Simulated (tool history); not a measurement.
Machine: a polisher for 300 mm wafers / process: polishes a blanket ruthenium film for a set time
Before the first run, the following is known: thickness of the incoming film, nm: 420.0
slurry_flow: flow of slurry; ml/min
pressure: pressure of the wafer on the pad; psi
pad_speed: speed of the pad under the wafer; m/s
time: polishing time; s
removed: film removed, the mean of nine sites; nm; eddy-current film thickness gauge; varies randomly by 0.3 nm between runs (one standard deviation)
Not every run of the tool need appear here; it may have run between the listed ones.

run  hour  slurry_flow  pressure  pad_speed  time  removed
  1     0          160       2.2        0.8    46   44.846
  2   1.9          160       2.2       0.96    46   52.764
  3   3.5          155       1.8       0.94    46   42.967
  4   8.9          155       1.8       1.08    46   48.163
  5    14          155       1.8       1.08    48   51.117
  6  20.3          150       1.5          1    48   39.815
  7    29          145       1.3       0.98    48   34.041
  8  36.2          135       1.2       0.98    48   31.289
  9  37.3          125       1.2       0.98    48   30.858

Forecast run 10:
 10  43.2          120       1.2       0.98    48        ?

{"run 10": {"removed": 30.917}}

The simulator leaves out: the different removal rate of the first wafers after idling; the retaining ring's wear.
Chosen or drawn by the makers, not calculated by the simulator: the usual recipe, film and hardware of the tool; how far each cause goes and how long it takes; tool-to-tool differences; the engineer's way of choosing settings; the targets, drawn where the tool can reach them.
